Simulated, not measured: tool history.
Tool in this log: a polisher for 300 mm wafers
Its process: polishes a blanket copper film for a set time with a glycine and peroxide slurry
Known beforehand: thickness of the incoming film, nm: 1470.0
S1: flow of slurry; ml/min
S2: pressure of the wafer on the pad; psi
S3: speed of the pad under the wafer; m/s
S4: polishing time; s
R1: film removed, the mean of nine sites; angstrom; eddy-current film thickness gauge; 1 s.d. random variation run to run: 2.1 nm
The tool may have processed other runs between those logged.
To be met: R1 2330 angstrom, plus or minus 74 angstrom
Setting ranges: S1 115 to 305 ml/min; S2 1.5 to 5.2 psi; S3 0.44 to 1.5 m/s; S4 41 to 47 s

run	hour	S1	S2	S3	S4	R1
1	0	195	3.3	0.96	47	2722.7
2	1.9	195	4	0.96	47	3162.2
3	3.7	195	3.8	0.96	47	3099.5
4	7.4	195	3.8	0.96	41	2712
5	11.6	195	4.4	0.96	41	3028.5
6	20.1	235	4.4	0.96	41	3095.3
7	22.4	235	4.2	0.96	41	2993.4
8	23.8	235	4	0.96	41	2837.4
9	28.2	235	3.9	0.96	41	2734.5
10	32.8	235	3.9	0.96	41	2747.1
11	37.4	235	3.8	0.96	41	2692.7
12	43	235	3.7	0.96	41	2688.5

Which one of the following 5 next-run settings gets every result inside its allowed miss? There is exactly one.
A	48.6	200	2.8	0.96	42	?
B	48.6	250	3.8	0.72	42	?
C	48.6	255	3.6	0.84	44	?
D	48.6	220	3.5	0.78	45	?
E	48.6	240	4.5	0.8	45	?

move	R1
A	2129.2
B	2177.6
C	2487.5
D	2309.5
E	2911
A: the result that was furthest off in the last run now lies on the other side of its target
B: the result that was furthest off in the last run now lies on the other side of its target
C: closes in on the targets versus the last run, not all within tolerance yet
D: every result within its allowed miss
E: its largest miss is bigger than the last run's
Move D is the one to make.

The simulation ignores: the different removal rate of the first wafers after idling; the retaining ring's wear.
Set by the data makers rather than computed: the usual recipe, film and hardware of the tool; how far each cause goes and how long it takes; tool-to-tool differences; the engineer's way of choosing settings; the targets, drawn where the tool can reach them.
